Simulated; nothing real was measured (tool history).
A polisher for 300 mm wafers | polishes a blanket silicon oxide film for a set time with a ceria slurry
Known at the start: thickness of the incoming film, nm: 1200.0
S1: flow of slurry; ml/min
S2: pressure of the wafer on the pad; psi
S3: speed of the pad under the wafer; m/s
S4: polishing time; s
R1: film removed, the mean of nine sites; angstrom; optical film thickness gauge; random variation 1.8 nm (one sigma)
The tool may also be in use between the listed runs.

| run | day | S1 | S2 | S3 | S4 | R1 |
|---|---|---|---|---|---|---|
| 1 | 0 | 285 | 2.9 | 1.14 | 26 | 1246 |
| 2 | 0.1 | 285 | 2.9 | 1 | 26 | 1125.9 |
| 3 | 0.225 | 285 | 3.1 | 1 | 26 | 1148.3 |
| 4 | 0.262 | 340 | 3.1 | 1 | 26 | 1157.8 |
| 5 | 0.575 | 340 | 3.1 | 0.88 | 26 | 1035.3 |
| 6 | 0.842 | 340 | 3.4 | 0.9 | 26 | 1119.1 |
| 7 | 1.146 | 340 | 3.7 | 0.92 | 26 | 1214.5 |
| 8 | 1.371 | 340 | 3.9 | 0.94 | 26 | 1273.2 |
| 9 | 1.738 | 340 | 3.9 | 0.94 | 26 | 1300.7 |
| 10 | 1.817 | 340 | 4 | 0.96 | 26 | 1354.2 |

Forecast run 11:
| 11 | 2.017 | 340 | 4.1 | 0.96 | 26 | ? |

Run 11 gave R1 1384.3 angstrom.
